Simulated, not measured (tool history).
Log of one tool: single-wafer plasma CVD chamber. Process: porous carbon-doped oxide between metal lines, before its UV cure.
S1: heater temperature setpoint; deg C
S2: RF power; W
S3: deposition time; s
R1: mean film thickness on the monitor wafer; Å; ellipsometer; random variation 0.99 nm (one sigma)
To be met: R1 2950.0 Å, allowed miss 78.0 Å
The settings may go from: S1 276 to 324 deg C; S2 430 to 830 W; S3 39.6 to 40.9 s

run	hour	S1	S2	S3	R1
1	0.0	300	630	39.6	2351.2
2	3.9	296	660	39.8	2499.2
3	9.6	296	740	39.8	2745.6
4	17.2	296	740	39.6	2739.4
5	19.2	294	745	39.6	2754.9
6	20.2	294	660	39.6	2521.3
7	25.8	291	675	39.7	2607.4
8	31.2	289	690	39.8	2708.8
9	39.8	287	695	39.8	2749.4
10	41.3	285	700	39.8	2780.2

5 next moves are on the table. One of them brings every result within its allowed miss. Which?
A	42.8	284	630	39.6	?
B	42.8	297	655	39.9	?
C	42.8	285	720	40.9	?
D	42.8	293	670	39.6	?
E	42.8	297	710	40.1	?

move	R1
A	2543.3
B	2465.8
C	2899.5
D	2544.6
E	2639.7
A: further off than the last run
B: further off than the last run
C: meets every target
D: further off than the last run
E: further off than the last run
Move C is the one to make.
